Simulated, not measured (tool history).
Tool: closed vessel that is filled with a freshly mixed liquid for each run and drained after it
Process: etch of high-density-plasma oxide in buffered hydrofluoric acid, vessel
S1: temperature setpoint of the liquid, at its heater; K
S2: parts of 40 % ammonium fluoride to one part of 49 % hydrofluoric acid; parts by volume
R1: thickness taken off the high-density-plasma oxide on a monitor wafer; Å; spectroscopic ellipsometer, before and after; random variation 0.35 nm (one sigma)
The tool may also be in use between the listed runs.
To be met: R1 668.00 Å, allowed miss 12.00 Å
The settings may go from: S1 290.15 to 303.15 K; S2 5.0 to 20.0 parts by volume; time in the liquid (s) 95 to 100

run 1 hour=0.0 | S1=295.15 S2=12.0 time_in_the_liquid_(s)=95 | R1=1045.10
run 2 hour=8.7 | S1=293.65 S2=12.5 time_in_the_liquid_(s)=95 | R1=916.08
run 3 hour=17.9 | S1=293.65 S2=15.0 time_in_the_liquid_(s)=95 | R1=776.43
run 4 hour=21.6 | S1=296.15 S2=15.0 time_in_the_liquid_(s)=95 | R1=882.82
run 5 hour=30.7 | S1=296.15 S2=12.5 time_in_the_liquid_(s)=95 | R1=1056.70
run 6 hour=36.3 | S1=294.15 S2=13.0 time_in_the_liquid_(s)=95 | R1=916.40
run 7 hour=42.6 | S1=292.65 S2=13.5 time_in_the_liquid_(s)=95 | R1=806.92
run 8 hour=45.6 | S1=291.65 S2=13.5 time_in_the_liquid_(s)=95 | R1=767.31

Which of these 4 next moves meets every target?
run A hour=48.6 | S1=290.65 S2=15.5 time_in_the_liquid_(s)=100 | R1=?
run B hour=48.6 | S1=290.15 S2=14.5 time_in_the_liquid_(s)=100 | R1=?
run C hour=48.6 | S1=290.65 S2=14.0 time_in_the_liquid_(s)=95 | R1=?
run D hour=48.6 | S1=292.65 S2=16.0 time_in_the_liquid_(s)=95 | R1=?

move=A R1=665.42
move=B R1=690.57
move=C R1=698.73
move=D R1=686.18
A: meets every target
B: nearer than the last run, and not there yet
C: nearer than the last run, and not there yet
D: nearer than the last run, and not there yet
Move A is the one to make.
